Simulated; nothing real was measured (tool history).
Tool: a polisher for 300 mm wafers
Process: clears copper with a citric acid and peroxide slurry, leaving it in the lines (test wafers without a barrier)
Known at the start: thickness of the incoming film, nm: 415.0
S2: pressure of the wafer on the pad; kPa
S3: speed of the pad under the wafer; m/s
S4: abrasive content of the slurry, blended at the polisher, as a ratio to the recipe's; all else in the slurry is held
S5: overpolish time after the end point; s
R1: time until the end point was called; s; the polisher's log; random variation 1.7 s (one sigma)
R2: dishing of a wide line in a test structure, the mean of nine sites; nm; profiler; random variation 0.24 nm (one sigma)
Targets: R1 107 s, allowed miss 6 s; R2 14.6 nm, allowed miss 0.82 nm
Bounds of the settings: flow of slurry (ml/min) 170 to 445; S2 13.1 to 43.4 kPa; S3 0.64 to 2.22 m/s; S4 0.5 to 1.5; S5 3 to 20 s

Run 1, hour 0: flow of slurry (ml/min) 285, S2 28.3 kPa, S3 1.42 m/s, S4 1, S5 10 s. Result: R1 107.48 s, R2 22.942 nm.
Run 2, hour 0.9: flow of slurry (ml/min) 285, S2 22.1 kPa, S3 1.42 m/s, S4 1, S5 10 s. Result: R1 134.29 s, R2 18.667 nm.
Run 3, hour 6.2: flow of slurry (ml/min) 285, S2 22.1 kPa, S3 1.42 m/s, S4 1.1, S5 10 s. Result: R1 129.74 s, R2 18.651 nm.
Run 4, hour 14.8: flow of slurry (ml/min) 285, S2 22.1 kPa, S3 1.42 m/s, S4 0.9, S5 10 s. Result: R1 136.62 s, R2 18.489 nm.
Run 5, hour 20.6: flow of slurry (ml/min) 285, S2 22.1 kPa, S3 1.1 m/s, S4 0.9, S5 10 s. Result: R1 161.39 s, R2 15.996 nm.
Run 6, hour 28.2: flow of slurry (ml/min) 290, S2 24.1 kPa, S3 1.12 m/s, S4 0.9, S5 9 s. Result: R1 151.57 s, R2 15.49 nm.
Run 7, hour 31.8: flow of slurry (ml/min) 295, S2 25.5 kPa, S3 1.12 m/s, S4 0.9, S5 8 s. Result: R1 140.27 s, R2 14.58 nm.
Run 8, hour 33.4: flow of slurry (ml/min) 300, S2 26.9 kPa, S3 1.12 m/s, S4 0.9, S5 8 s. Result: R1 134.93 s, R2 15.26 nm.
Run 9, hour 38.3: flow of slurry (ml/min) 305, S2 27.6 kPa, S3 1.12 m/s, S4 0.9, S5 8 s. Result: R1 130.33 s, R2 15.958 nm.
Run 10, hour 46: flow of slurry (ml/min) 310, S2 28.3 kPa, S3 1.12 m/s, S4 0.9, S5 8 s. Result: R1 129.05 s, R2 16.334 nm.
Run 11, hour 54.2: flow of slurry (ml/min) 310, S2 29 kPa, S3 1.12 m/s, S4 0.9, S5 7 s. Result: R1 124.36 s, R2 14.671 nm.
Run 12, hour 55.8: flow of slurry (ml/min) 310, S2 29.6 kPa, S3 1.12 m/s, S4 0.9, S5 7 s. Result: R1 120.52 s, R2 15.096 nm.
Run 13, hour 63: flow of slurry (ml/min) 310, S2 30.3 kPa, S3 1.12 m/s, S4 0.9, S5 7 s. Result: R1 117.71 s, R2 14.924 nm.
Run 14, hour 67.9: flow of slurry (ml/min) 310, S2 31 kPa, S3 1.12 m/s, S4 0.9, S5 7 s. Result: R1 116.61 s, R2 15.488 nm.
Run 15, hour 71.9: flow of slurry (ml/min) 310, S2 31.7 kPa, S3 1.12 m/s, S4 0.9, S5 7 s. Result: R1 112.68 s, R2 15.709 nm.
Run 16, hour 73.6: flow of slurry (ml/min) 310, S2 31.7 kPa, S3 1.12 m/s, S4 0.9, S5 7 s. Result: R1 116.48 s, R2 15.442 nm.
Run 17, hour 82: flow of slurry (ml/min) 315, S2 32.4 kPa, S3 1.12 m/s, S4 0.9, S5 7 s. Result: R1 109 s, R2 16.337 nm.

Which of these 5 next moves meets every target?
Run A, hour 90.4: flow of slurry (ml/min) 335, S2 31.7 kPa, S3 1.16 m/s, S4 1, S5 6 s. Result: R1 ?, R2 ?.
Run B, hour 90.4: flow of slurry (ml/min) 255, S2 43.4 kPa, S3 0.84 m/s, S4 0.7, S5 9 s. Result: R1 ?, R2 ?.
Run C, hour 90.4: flow of slurry (ml/min) 285, S2 34.5 kPa, S3 1.1 m/s, S4 0.95, S5 9 s. Result: R1 ?, R2 ?.
Run D, hour 90.4: flow of slurry (ml/min) 255, S2 28.3 kPa, S3 1.4 m/s, S4 0.8, S5 8 s. Result: R1 ?, R2 ?.
Run E, hour 90.4: flow of slurry (ml/min) 360, S2 32.4 kPa, S3 1.18 m/s, S4 0.85, S5 8 s. Result: R1 ?, R2 ?.

move      R1      R2
   A  106.32  14.285
   B  108.63  19.777
   C   104.5  20.272
   D  111.57  17.399
   E  106.18  18.185
A: meets every target
B: further off than the last run
C: further off than the last run
D: further off than the last run
E: further off than the last run
Move A is the one to make.

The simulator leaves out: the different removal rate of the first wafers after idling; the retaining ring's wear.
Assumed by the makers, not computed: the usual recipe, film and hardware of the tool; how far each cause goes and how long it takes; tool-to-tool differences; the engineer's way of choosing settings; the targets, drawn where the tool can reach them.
